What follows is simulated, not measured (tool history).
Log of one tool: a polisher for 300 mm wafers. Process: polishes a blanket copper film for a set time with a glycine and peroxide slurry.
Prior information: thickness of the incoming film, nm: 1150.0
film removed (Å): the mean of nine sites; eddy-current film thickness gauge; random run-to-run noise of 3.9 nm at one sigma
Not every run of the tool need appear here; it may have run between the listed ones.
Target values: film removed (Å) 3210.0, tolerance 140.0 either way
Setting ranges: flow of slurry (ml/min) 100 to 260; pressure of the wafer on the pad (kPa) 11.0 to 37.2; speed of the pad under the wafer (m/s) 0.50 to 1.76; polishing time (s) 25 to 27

run,hour,flow of slurry (ml/min),pressure of the wafer on the pad (kPa),speed of the pad under the wafer (m/s),polishing time (s),film removed (Å)
1,0.0,165,24.1,1.12,27,1749.8
2,5.3,165,24.1,1.12,25,1628.9
3,6.1,145,24.1,1.12,25,1631.7
4,10.1,145,28.3,1.20,25,1999.8
5,14.2,145,22.8,1.20,25,1634.9
6,15.1,145,26.9,1.26,25,1953.7
7,23.7,145,26.9,1.26,25,1985.4
8,31.1,145,26.9,1.26,25,1948.2
9,32.9,145,29.6,1.32,25,2270.5
10,34.9,145,31.7,1.36,25,2459.9

Exercise: of the 4 proposed moves below, exactly one satisfies all targets within the stated allowed misses. Which move is it?
A,36.9,135,27.6,1.18,25,?
B,36.9,190,27.6,1.04,25,?
C,36.9,145,37.2,1.40,27,?
D,36.9,115,24.1,1.28,25,?

move,film removed (Å)
A,1848.3
B,1759.6
C,3109.8
D,1697.8
A: its largest miss is bigger than the last run's
B: its largest miss is bigger than the last run's
C: each result inside its tolerance
D: its largest miss is bigger than the last run's
C meets every target.
